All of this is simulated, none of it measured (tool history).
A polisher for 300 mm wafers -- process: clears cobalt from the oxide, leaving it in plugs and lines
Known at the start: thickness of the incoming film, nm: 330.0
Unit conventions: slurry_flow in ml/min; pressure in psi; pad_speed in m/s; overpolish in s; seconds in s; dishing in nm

Run 1, hour 0: slurry_flow 150 ml/min, pressure 2.4 psi, pad_speed 1.08 m/s, overpolish 13 s. Result: seconds 72.464 s, dishing 39.385 nm.
Run 2, hour 3.6: slurry_flow 150 ml/min, pressure 2.4 psi, pad_speed 1.08 m/s, overpolish 7 s. Result: seconds 72.997 s, dishing 25.965 nm.
Run 3, hour 7.5: slurry_flow 150 ml/min, pressure 2.4 psi, pad_speed 0.82 m/s, overpolish 7 s. Result: seconds 86.668 s, dishing 22.501 nm.
Run 4, hour 15.7: slurry_flow 150 ml/min, pressure 2.8 psi, pad_speed 0.82 m/s, overpolish 7 s. Result: seconds 74.651 s, dishing 25.178 nm.
Run 5, hour 18.2: slurry_flow 150 ml/min, pressure 2.5 psi, pad_speed 0.82 m/s, overpolish 9 s. Result: seconds 83.767 s, dishing 28.012 nm.
Run 6, hour 20.9: slurry_flow 150 ml/min, pressure 2.3 psi, pad_speed 0.8 m/s, overpolish 10 s. Result: seconds 90.455 s, dishing 28.72 nm.
Run 7, hour 29.2: slurry_flow 150 ml/min, pressure 2.1 psi, pad_speed 0.78 m/s, overpolish 10 s. Result: seconds 100.98 s, dishing 26.749 nm.
Run 8, hour 33.7: slurry_flow 150 ml/min, pressure 2 psi, pad_speed 0.78 m/s, overpolish 10 s. Result: seconds 104.05 s, dishing 25.899 nm.
Run 9, hour 38.5: slurry_flow 150 ml/min, pressure 1.9 psi, pad_speed 0.78 m/s, overpolish 10 s. Result: seconds 108.95 s, dishing 24.68 nm.

The next listed run, before its measurement:
Run 10, hour 41.2: slurry_flow 145 ml/min, pressure 1.7 psi, pad_speed 0.76 m/s, overpolish 14 s. Result: seconds ?, dishing ?.

seconds: 124.77 s
dishing: 28.761 nm
